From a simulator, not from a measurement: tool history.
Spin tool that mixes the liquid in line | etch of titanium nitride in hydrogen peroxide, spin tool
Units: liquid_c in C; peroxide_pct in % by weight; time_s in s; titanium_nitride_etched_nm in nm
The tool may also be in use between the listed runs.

run,hour,liquid_c,peroxide_pct,time_s,titanium_nitride_etched_nm
1,0,53,19.5,315,19.036
2,3.7,49,19.5,315,14.518
3,10.8,52,19.5,315,18.045
4,19.1,52,18,315,17.702
5,22.6,52,18,335,18.701
6,26.1,49,18,335,15.005
7,31.5,49,18,335,15.041
8,40.6,47,18,335,13.073
9,42.6,45.5,18,335,11.613
10,43.5,44.5,18,335,10.845

The next listed run, before its measurement:
11,45.6,43.5,18,335,?

titanium_nitride_etched_nm: 9.9989 nm
